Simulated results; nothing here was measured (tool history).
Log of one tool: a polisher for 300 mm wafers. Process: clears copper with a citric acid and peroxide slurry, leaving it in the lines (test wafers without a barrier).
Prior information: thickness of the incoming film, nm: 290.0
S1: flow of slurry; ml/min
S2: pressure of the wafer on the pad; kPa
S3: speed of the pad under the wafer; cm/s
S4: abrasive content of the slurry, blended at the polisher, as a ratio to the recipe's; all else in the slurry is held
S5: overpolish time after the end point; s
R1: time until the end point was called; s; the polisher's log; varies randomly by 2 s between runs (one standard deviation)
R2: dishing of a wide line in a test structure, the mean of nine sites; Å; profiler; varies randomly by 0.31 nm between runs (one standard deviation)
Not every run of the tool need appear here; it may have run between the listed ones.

{"run": 1, "hour": 0.0, "S1": 270, "S2": 26.2, "S3": 106, "S4": 1, "S5": 29, "R1": 110.67, "R2": 166.46}
{"run": 2, "hour": 8.5, "S1": 270, "S2": 24.8, "S3": 106, "S4": 1, "S5": 29, "R1": 119.53, "R2": 169.07}
{"run": 3, "hour": 9.2, "S1": 270, "S2": 24.8, "S3": 106, "S4": 1, "S5": 18, "R1": 120.78, "R2": 141.75}
{"run": 4, "hour": 11.1, "S1": 270, "S2": 24.8, "S3": 96, "S4": 1, "S5": 18, "R1": 128.11, "R2": 142.54}
{"run": 5, "hour": 15.5, "S1": 270, "S2": 24.8, "S3": 96, "S4": 0.8, "S5": 18, "R1": 137.67, "R2": 140.04}
{"run": 6, "hour": 20.4, "S1": 270, "S2": 24.1, "S3": 96, "S4": 0.8, "S5": 19, "R1": 141.3, "R2": 135.08}

What does the tool deliver on the next run?
{"run": 7, "hour": 21.2, "S1": 270, "S2": 23.4, "S3": 96, "S4": 0.8, "S5": 21, "R1": "?", "R2": "?"}

R1: 146.44 s
R2: 144.98 Å
